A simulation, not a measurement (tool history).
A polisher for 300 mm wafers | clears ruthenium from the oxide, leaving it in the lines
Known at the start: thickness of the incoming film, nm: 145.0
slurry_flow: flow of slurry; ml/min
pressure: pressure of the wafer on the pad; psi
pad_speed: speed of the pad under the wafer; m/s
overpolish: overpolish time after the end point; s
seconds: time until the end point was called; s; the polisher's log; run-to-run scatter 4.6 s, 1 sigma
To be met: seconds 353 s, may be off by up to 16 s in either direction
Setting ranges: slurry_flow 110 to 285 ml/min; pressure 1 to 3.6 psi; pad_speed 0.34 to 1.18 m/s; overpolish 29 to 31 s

| run | hour | slurry_flow | pressure | pad_speed | overpolish | seconds |
|---|---|---|---|---|---|---|
| 1 | 0 | 180 | 2.3 | 0.76 | 29 | 163.98 |
| 2 | 6.1 | 180 | 2.2 | 0.74 | 29 | 173.5 |
| 3 | 13.6 | 180 | 2.2 | 0.74 | 29 | 176.56 |
| 4 | 15.7 | 180 | 2.4 | 0.74 | 29 | 162.68 |
| 5 | 21.7 | 180 | 2.2 | 0.72 | 29 | 184.27 |
| 6 | 23.4 | 180 | 2.1 | 0.72 | 29 | 195.97 |
| 7 | 27.3 | 180 | 2 | 0.72 | 29 | 200.7 |
| 8 | 33.3 | 180 | 1.9 | 0.72 | 29 | 209.35 |
| 9 | 41.5 | 180 | 1.8 | 0.72 | 29 | 219.22 |
| 10 | 45 | 180 | 1.7 | 0.72 | 29 | 231.14 |
| 11 | 48.1 | 180 | 1.6 | 0.72 | 29 | 242.43 |
| 12 | 50.8 | 180 | 1.5 | 0.72 | 29 | 263.01 |
| 13 | 52.8 | 180 | 1.5 | 0.72 | 29 | 260.4 |
|  | 56.4 | slurry nozzle cleaned |
| 14 | 56.4 | 180 | 1.4 | 0.72 | 29 | 250.38 |
| 15 | 64.7 | 180 | 1.4 | 0.7 | 29 | 260.14 |
| 16 | 71 | 175 | 1 | 0.6 | 29 | 407.49 |
| 17 | 77.9 | 180 | 1 | 0.6 | 29 | 408.89 |
| 18 | 82.1 | 180 | 1.4 | 0.6 | 29 | 300 |
| 19 | 90.2 | 175 | 1.1 | 0.6 | 29 | 367.52 |

Consider the 5 candidate settings below. Which is the only one whose results all fall within their allowed miss of target?
| A | 98.3 | 195 | 1 | 0.62 | 29 | ? |
| B | 98.3 | 215 | 1.1 | 0.54 | 31 | ? |
| C | 98.3 | 205 | 1.1 | 0.56 | 29 | ? |
| D | 98.3 | 195 | 1.1 | 0.56 | 31 | ? |
| E | 98.3 | 160 | 1.3 | 0.56 | 29 | ? |

| move | seconds |
|---|---|
| A | 389.72 |
| B | 403.03 |
| C | 391.72 |
| D | 394.51 |
| E | 350 |
A: the biggest miss grows against the last run
B: the biggest miss grows against the last run
C: the biggest miss grows against the last run
D: the biggest miss grows against the last run
E: in spec on every target
Answer: E
